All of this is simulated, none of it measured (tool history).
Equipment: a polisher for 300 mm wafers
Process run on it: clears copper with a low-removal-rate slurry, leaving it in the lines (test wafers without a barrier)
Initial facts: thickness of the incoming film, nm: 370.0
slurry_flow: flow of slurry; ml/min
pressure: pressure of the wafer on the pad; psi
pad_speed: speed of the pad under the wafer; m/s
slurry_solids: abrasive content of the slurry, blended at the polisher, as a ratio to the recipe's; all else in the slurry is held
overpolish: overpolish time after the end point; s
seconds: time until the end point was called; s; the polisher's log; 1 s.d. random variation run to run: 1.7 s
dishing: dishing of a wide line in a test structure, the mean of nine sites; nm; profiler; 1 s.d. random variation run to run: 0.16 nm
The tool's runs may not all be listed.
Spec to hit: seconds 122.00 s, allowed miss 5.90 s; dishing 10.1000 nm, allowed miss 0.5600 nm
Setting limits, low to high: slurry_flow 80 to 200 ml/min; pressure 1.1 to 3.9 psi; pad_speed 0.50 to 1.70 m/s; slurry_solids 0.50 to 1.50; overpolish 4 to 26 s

run 1 day=0.000 | slurry_flow=130 pressure=2.5 pad_speed=1.10 slurry_solids=1.00 overpolish=13 | seconds=125.90 dishing=21.7670
run 2 day=0.246 | slurry_flow=135 pressure=2.2 pad_speed=1.18 slurry_solids=1.00 overpolish=10 | seconds=132.65 dishing=16.8210
run 3 day=0.338 | slurry_flow=125 pressure=2.2 pad_speed=1.18 slurry_solids=1.00 overpolish=10 | seconds=133.16 dishing=16.5970
run 4 day=0.700 | slurry_flow=110 pressure=2.0 pad_speed=1.34 slurry_solids=0.95 overpolish=8 | seconds=134.17 dishing=13.8850
run 5 day=0.758 | slurry_flow=100 pressure=2.0 pad_speed=1.46 slurry_solids=0.80 overpolish=7 | seconds=132.96 dishing=12.7400
run 6 day=1.033 | slurry_flow=100 pressure=2.0 pad_speed=1.46 slurry_solids=0.95 overpolish=7 | seconds=128.34 dishing=12.8010
run 7 day=1.154 | slurry_flow=95 pressure=2.0 pad_speed=1.52 slurry_solids=1.00 overpolish=6 | seconds=124.96 dishing=11.3330
run 8 day=1.350 | slurry_flow=95 pressure=2.0 pad_speed=1.54 slurry_solids=1.05 overpolish=6 | seconds=120.92 dishing=11.8900
run 9 day=1.408 | slurry_flow=115 pressure=2.0 pad_speed=1.54 slurry_solids=0.80 overpolish=4 | seconds=127.67 dishing=7.8497
run 10 day=1.442 | slurry_flow=105 pressure=2.1 pad_speed=1.54 slurry_solids=0.80 overpolish=4 | seconds=122.65 dishing=8.2935
run 11 day=1.812 | slurry_flow=100 pressure=2.1 pad_speed=1.52 slurry_solids=0.85 overpolish=4 | seconds=123.68 dishing=8.0790
run 12 day=1.892 | slurry_flow=100 pressure=2.0 pad_speed=1.56 slurry_solids=0.90 overpolish=4 | seconds=122.82 dishing=8.2542
run 13 day=1.962 | slurry_flow=100 pressure=2.0 pad_speed=1.56 slurry_solids=0.95 overpolish=8 | seconds=122.28 dishing=14.8380
run 14 day=2.108 | slurry_flow=115 pressure=2.0 pad_speed=1.52 slurry_solids=0.90 overpolish=7 | seconds=122.03 dishing=13.1050
run 15 day=2.329 | slurry_flow=115 pressure=2.0 pad_speed=1.52 slurry_solids=0.90 overpolish=7 | seconds=124.45 dishing=13.0630
run 16 day=2.375 | slurry_flow=115 pressure=2.1 pad_speed=1.46 slurry_solids=0.90 overpolish=7 | seconds=123.71 dishing=13.0450
run 17 day=2.454 | slurry_flow=115 pressure=2.2 pad_speed=1.42 slurry_solids=0.90 overpolish=7 | seconds=123.17 dishing=13.7160
run 18 day=2.704 | slurry_flow=120 pressure=2.1 pad_speed=1.44 slurry_solids=0.90 overpolish=6 | seconds=126.95 dishing=11.7660
run 19 day=3.054 | slurry_flow=145 pressure=2.1 pad_speed=1.48 slurry_solids=0.90 overpolish=4 | seconds=116.26 dishing=8.3664
run 20 day=3.267 | slurry_flow=135 pressure=2.1 pad_speed=1.48 slurry_solids=0.90 overpolish=4 | seconds=118.38 dishing=8.1206
run 21 day=3.529 | slurry_flow=125 pressure=2.1 pad_speed=1.50 slurry_solids=0.90 overpolish=4 | seconds=118.43 dishing=8.6966

Next run, 5 choices. One meets every target within its allowed miss, the rest don't. Which?
run A day=3.792 | slurry_flow=100 pressure=2.0 pad_speed=1.60 slurry_solids=0.95 overpolish=4 | seconds=? dishing=?
run B day=3.792 | slurry_flow=110 pressure=2.5 pad_speed=1.28 slurry_solids=0.95 overpolish=4 | seconds=? dishing=?
run C day=3.792 | slurry_flow=160 pressure=2.0 pad_speed=1.46 slurry_solids=0.90 overpolish=4 | seconds=? dishing=?
run D day=3.792 | slurry_flow=150 pressure=2.1 pad_speed=1.54 slurry_solids=0.65 overpolish=5 | seconds=? dishing=?
run E day=3.792 | slurry_flow=120 pressure=1.9 pad_speed=1.54 slurry_solids=0.95 overpolish=4 | seconds=? dishing=?

move=A seconds=117.35 dishing=8.1576
move=B seconds=111.75 dishing=8.5696
move=C seconds=120.91 dishing=7.9382
move=D seconds=121.47 dishing=9.6800
move=E seconds=124.26 dishing=7.7342
A: lands further from the targets than the last run did
B: lands further from the targets than the last run did
C: lands further from the targets than the last run did
D: all results in spec
E: lands further from the targets than the last run did
The right move is D.
